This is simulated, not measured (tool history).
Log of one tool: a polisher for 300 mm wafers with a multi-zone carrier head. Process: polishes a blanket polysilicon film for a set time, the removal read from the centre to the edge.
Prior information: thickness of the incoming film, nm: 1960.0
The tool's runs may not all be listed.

run,hour,flow of slurry (ml/min),pressure of the head's centre zone,pressure of the head's middle zone,pressure of the head's edge zone,polishing time (s),film removed at the wafer's centre (angstrom),film removed at mid-radius (angstrom),film removed at the wafer's edge (angstrom)
1,0.0,135,1.00,1.00,1.00,68,5464.5,5270.0,5217.4
2,1.5,120,0.94,1.01,0.97,65,4708.6,4941.4,4783.9
3,9.6,110,0.90,1.01,0.95,64,4406.7,4709.4,4591.6
4,16.5,110,0.90,1.09,0.95,64,4342.7,5003.5,4705.4
5,23.0,100,0.87,1.08,0.93,62,4000.5,4788.5,4378.1
6,27.5,100,0.87,1.08,0.88,62,4038.4,4789.9,4304.6
7,31.1,95,0.85,1.07,0.89,61,3775.3,4480.5,4190.9

Estimate the outcome of run 8 from the log above:
8,34.0,90,0.84,1.07,0.89,61,?,?,?

{"run 8": {"film removed at the wafer's centre (angstrom)": 3667.5, "film removed at mid-radius (angstrom)": 4509.8, "film removed at the wafer's edge (angstrom)": 4178.3}}
